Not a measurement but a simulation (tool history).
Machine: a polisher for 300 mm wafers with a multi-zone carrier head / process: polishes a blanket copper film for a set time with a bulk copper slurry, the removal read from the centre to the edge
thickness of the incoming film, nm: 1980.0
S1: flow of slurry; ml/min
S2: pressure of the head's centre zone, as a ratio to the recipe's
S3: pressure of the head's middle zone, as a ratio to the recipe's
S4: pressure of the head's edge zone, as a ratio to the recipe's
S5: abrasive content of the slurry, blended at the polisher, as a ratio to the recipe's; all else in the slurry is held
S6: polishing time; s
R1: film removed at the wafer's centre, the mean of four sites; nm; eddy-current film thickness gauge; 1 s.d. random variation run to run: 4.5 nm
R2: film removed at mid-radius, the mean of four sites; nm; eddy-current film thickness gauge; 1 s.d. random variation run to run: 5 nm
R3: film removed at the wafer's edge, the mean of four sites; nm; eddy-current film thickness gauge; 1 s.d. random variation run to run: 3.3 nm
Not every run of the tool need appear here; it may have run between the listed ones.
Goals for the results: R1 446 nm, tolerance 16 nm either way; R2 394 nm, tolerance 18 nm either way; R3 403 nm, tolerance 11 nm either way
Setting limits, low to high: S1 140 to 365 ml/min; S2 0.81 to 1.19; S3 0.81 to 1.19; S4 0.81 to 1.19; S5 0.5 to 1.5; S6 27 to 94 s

Run 1, hour 0: S1 235 ml/min, S2 1, S3 1, S4 1, S5 1, S6 60 s. Result: R1 562.25 nm, R2 527.9 nm, R3 514.4 nm.
Run 2, hour 1.8: S1 230 ml/min, S2 0.99, S3 0.97, S4 0.97, S5 0.85, S6 59 s. Result: R1 523.22 nm, R2 467.43 nm, R3 472.77 nm.
Run 3, hour 5.4: S1 230 ml/min, S2 0.99, S3 1.01, S4 0.97, S5 0.85, S6 59 s. Result: R1 537.81 nm, R2 502.2 nm, R3 471.64 nm.
Run 4, hour 6.4: S1 230 ml/min, S2 0.99, S3 1.01, S4 0.97, S5 0.85, S6 68 s. Result: R1 613.09 nm, R2 567.56 nm, R3 548.58 nm.
Run 5, hour 11.4: S1 230 ml/min, S2 0.99, S3 1.01, S4 1.03, S5 0.85, S6 68 s. Result: R1 610.36 nm, R2 560.17 nm, R3 566.25 nm.
Run 6, hour 19.1: S1 225 ml/min, S2 0.97, S3 0.98, S4 0.99, S5 0.75, S6 65 s. Result: R1 553.2 nm, R2 503.6 nm, R3 516.79 nm.
Run 7, hour 20.8: S1 220 ml/min, S2 0.96, S3 0.96, S4 0.95, S5 0.7, S6 63 s. Result: R1 509.97 nm, R2 474.25 nm, R3 479.71 nm.
Run 8, hour 25.4: S1 215 ml/min, S2 0.96, S3 0.94, S4 0.92, S5 0.65, S6 62 s. Result: R1 492.22 nm, R2 447.53 nm, R3 460.96 nm.
Run 9, hour 27.2: S1 210 ml/min, S2 0.96, S3 0.93, S4 0.9, S5 0.6, S6 61 s. Result: R1 474.21 nm, R2 428.11 nm, R3 429.95 nm.
Run 10, hour 33.1: S1 200 ml/min, S2 0.96, S3 0.92, S4 0.89, S5 0.6, S6 61 s. Result: R1 468.97 nm, R2 429.41 nm, R3 424.14 nm.
Run 11, hour 41.9: S1 190 ml/min, S2 0.96, S3 0.9, S4 0.88, S5 0.6, S6 61 s. Result: R1 474.38 nm, R2 412.19 nm, R3 416.13 nm.
Run 12, hour 46.8: S1 165 ml/min, S2 0.91, S3 0.88, S4 0.86, S5 0.55, S6 61 s. Result: R1 431.53 nm, R2 392.01 nm, R3 399.21 nm.

4 candidate next runs follow, results not yet known. Just one meets every target within its allowed miss. Identify it.
Run A, hour 51.7: S1 185 ml/min, S2 0.85, S3 0.88, S4 0.89, S5 0.55, S6 61 s. Result: R1 ?, R2 ?, R3 ?.
Run B, hour 51.7: S1 180 ml/min, S2 0.95, S3 0.89, S4 0.86, S5 0.6, S6 59 s. Result: R1 ?, R2 ?, R3 ?.
Run C, hour 51.7: S1 140 ml/min, S2 0.85, S3 0.9, S4 0.86, S5 0.75, S6 57 s. Result: R1 ?, R2 ?, R3 ?.
Run D, hour 51.7: S1 165 ml/min, S2 1.01, S3 0.97, S4 0.81, S5 0.55, S6 59 s. Result: R1 ?, R2 ?, R3 ?.

move      R1      R2      R3
   A  410.32  398.76  408.15
   B  452.35  396.89  396.69
   C   401.3  398.74  397.55
   D  465.53  412.88  374.67
A: the biggest miss grows against the last run
B: all results in spec
C: the biggest miss grows against the last run
D: moves the result that the last run missed by most past its target, out the other side
Answer: B
